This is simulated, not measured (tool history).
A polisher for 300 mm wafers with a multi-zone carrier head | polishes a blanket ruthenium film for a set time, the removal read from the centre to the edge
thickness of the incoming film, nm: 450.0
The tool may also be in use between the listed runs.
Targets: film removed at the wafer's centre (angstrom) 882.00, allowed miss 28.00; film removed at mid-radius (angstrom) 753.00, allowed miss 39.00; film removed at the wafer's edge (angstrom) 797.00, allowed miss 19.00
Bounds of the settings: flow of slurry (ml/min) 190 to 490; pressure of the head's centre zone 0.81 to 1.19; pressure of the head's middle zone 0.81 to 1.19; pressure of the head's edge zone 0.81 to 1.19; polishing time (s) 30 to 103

run  hour  flow of slurry (ml/min)  pressure of the head's centre zone  pressure of the head's middle zone  pressure of the head's edge zone  polishing time (s)  film removed at the wafer's centre (angstrom)  film removed at mid-radius (angstrom)  film removed at the wafer's edge (angstrom)
  1   0.0                      315                                1.00                                1.00                              1.00                  66                                         583.02                                 607.30                                       595.80
  2   6.5                      365                                1.00                                1.00                              1.00                  66                                         581.80                                 612.33                                       606.66
  3   8.8                      365                                1.00                                1.00                              1.00                  52                                         462.04                                 481.85                                       470.70
  4  12.3                      365                                1.00                                0.93                              1.00                  52                                         460.77                                 456.88                                       465.36
  5  20.3                      365                                1.00                                0.93                              1.00                  62                                         547.76                                 554.26                                       564.69
  6  23.5                      365                                1.05                                0.93                              1.02                  67                                         623.70                                 583.11                                       611.65
  7  30.1                      365                                1.05                                0.93                              1.02                  67                                         632.03                                 576.97                                       610.80
  8  35.1                      370                                1.08                                0.97                              1.04                  71                                         687.04                                 634.22                                       649.58
  9  42.0                      370                                1.10                                0.97                              1.05                  74                                         726.02                                 663.91                                       678.21
 10  47.3                      370                                1.11                                0.96                              1.06                  77                                         754.37                                 689.15                                       711.10

5 next moves are on the table. One of them brings every result within its allowed miss. Which?
  A  52.6                      410                                1.06                                1.19                              0.89                  68                                              ?                                      ?                                            ?
  B  52.6                      260                                1.08                                0.94                              1.11                  67                                              ?                                      ?                                            ?
  C  52.6                      360                                1.12                                0.93                              1.01                  91                                              ?                                      ?                                            ?
  D  52.6                      285                                1.15                                0.93                              1.02                  88                                              ?                                      ?                                            ?
  E  52.6                      490                                1.13                                1.19                              0.97                  67                                              ?                                      ?                                            ?

move  film removed at the wafer's centre (angstrom)  film removed at mid-radius (angstrom)  film removed at the wafer's edge (angstrom)
   A                                         650.34                                 739.19                                       609.88
   B                                         630.79                                 578.18                                       629.13
   C                                         910.32                                 795.43                                       844.06
   D                                         888.83                                 757.31                                       809.03
   E                                         690.93                                 735.31                                       620.49
A: further off than the last run
B: further off than the last run
C: takes the result that was furthest off past its target
D: meets every target
E: further off than the last run
Move D is the one to make.
